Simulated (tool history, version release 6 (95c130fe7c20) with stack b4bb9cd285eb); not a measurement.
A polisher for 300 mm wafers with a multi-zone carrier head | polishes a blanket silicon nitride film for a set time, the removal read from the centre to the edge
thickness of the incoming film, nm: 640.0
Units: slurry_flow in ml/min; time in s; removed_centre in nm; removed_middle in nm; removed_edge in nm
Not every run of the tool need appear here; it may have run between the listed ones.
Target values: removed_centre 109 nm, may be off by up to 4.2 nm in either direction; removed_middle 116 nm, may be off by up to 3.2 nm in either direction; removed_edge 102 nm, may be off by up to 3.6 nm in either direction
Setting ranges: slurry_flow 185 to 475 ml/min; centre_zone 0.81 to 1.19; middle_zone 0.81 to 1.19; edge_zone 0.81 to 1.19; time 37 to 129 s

run,day,slurry_flow,centre_zone,middle_zone,edge_zone,time,removed_centre,removed_middle,removed_edge
1,0,305,1,1,1,83,166.35,167.19,169.01
2,0.367,305,1,1.08,1,83,169.59,176.95,169.57
3,0.7,305,1,1.08,0.98,78,158.27,167.41,154.67
4,0.829,305,1,1.08,0.93,78,160.3,167.01,153.11
5,0.958,305,1,1,0.93,78,160.3,158.36,156.33
6,1.129,305,1,1,0.93,86,175.63,174.21,167.51
7,1.154,305,1,1.01,0.91,80,161.25,161.81,157.23
8,1.379,305,1,1.03,0.9,75,153.13,156.64,144.33
9,1.629,305,1,1.03,0.89,71,147,146.62,136.15
10,1.854,305,0.99,1.03,0.88,68,137.72,139,131.8
11,2.029,305,0.99,1.04,0.87,66,133.77,136.82,127.37
12,2.4,305,0.99,1.05,0.86,64,128.29,136.85,123.1
13,2.742,305,0.99,1.05,0.85,62,126.2,130.67,118.96
14,2.888,305,0.99,1.05,0.84,61,123.26,127.97,114.44
15,2.942,305,0.99,1.05,0.84,61,122.51,126.52,116.55
16,3.133,305,0.99,1.06,0.84,60,119.36,126.61,112.88
17,3.312,300,0.99,1.06,0.84,59,120.45,124.48,109.53
18,3.654,290,0.98,1.06,0.84,59,118.64,125.15,109.75
19,3.975,285,0.97,1.05,0.84,59,115.11,121.73,110.8
20,4.042,275,0.97,1.05,0.84,59,113.97,121.07,111.32
21,4.4,295,0.99,1.08,0.81,52,104.8,111.97,95.522
22,4.488,300,0.99,1.08,0.81,52,102.12,110.92,95.273
23,4.608,310,0.99,1.08,0.81,52,105.68,110.88,98.09
24,4.662,310,0.99,1.08,0.82,52,106.95,111.87,97.282

Exactly one of the 5 candidate moves below puts every result within its allowed miss. Which one?
A,4.717,360,1.04,1.15,0.81,49,?,?,?
B,4.717,355,1.12,1.13,0.81,51,?,?,?
C,4.717,355,1.06,1.19,0.81,50,?,?,?
D,4.717,195,1,1.09,0.81,57,?,?,?
E,4.717,270,1.02,1.03,0.86,54,?,?,?

move,removed_centre,removed_middle,removed_edge
A,105.7,111.16,91.842
B,118.37,113.96,95.523
C,109.83,116.31,93.584
D,108.35,114.85,100.81
E,110.47,109.4,101.31
A: moves away from the targets compared with the last run
B: moves away from the targets compared with the last run
C: moves away from the targets compared with the last run
D: in spec on every target
E: the worst result of the last run now meets its target, but another is out of spec
The right move is D.
